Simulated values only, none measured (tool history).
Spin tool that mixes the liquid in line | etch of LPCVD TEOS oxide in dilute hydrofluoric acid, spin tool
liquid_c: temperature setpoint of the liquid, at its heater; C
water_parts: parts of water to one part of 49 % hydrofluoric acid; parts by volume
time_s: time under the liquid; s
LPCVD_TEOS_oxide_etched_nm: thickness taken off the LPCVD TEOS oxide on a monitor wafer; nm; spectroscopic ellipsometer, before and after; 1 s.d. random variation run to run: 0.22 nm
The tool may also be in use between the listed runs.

{"run": 1, "hour": 0.0, "liquid_c": 22.0, "water_parts": 115, "time_s": 240, "LPCVD_TEOS_oxide_etched_nm": 38.141}
{"run": 2, "hour": 1.8, "liquid_c": 22.0, "water_parts": 115, "time_s": 260, "LPCVD_TEOS_oxide_etched_nm": 41.268}
{"run": 3, "hour": 10.8, "liquid_c": 19.0, "water_parts": 115, "time_s": 260, "LPCVD_TEOS_oxide_etched_nm": 36.359}
{"run": 4, "hour": 16.6, "liquid_c": 18.5, "water_parts": 120, "time_s": 260, "LPCVD_TEOS_oxide_etched_nm": 33.625}
{"run": 5, "hour": 21.4, "liquid_c": 18.0, "water_parts": 125, "time_s": 260, "LPCVD_TEOS_oxide_etched_nm": 32.041}
{"run": 6, "hour": 22.2, "liquid_c": 18.0, "water_parts": 130, "time_s": 260, "LPCVD_TEOS_oxide_etched_nm": 30.591}
{"run": 7, "hour": 28.3, "liquid_c": 18.0, "water_parts": 135, "time_s": 260, "LPCVD_TEOS_oxide_etched_nm": 29.694}

Run 8 comes next. What will it give?
{"run": 8, "hour": 30.7, "liquid_c": 17.5, "water_parts": 140, "time_s": 260, "LPCVD_TEOS_oxide_etched_nm": "?"}

Logged for run 8: LPCVD_TEOS_oxide_etched_nm 27.456 nm.
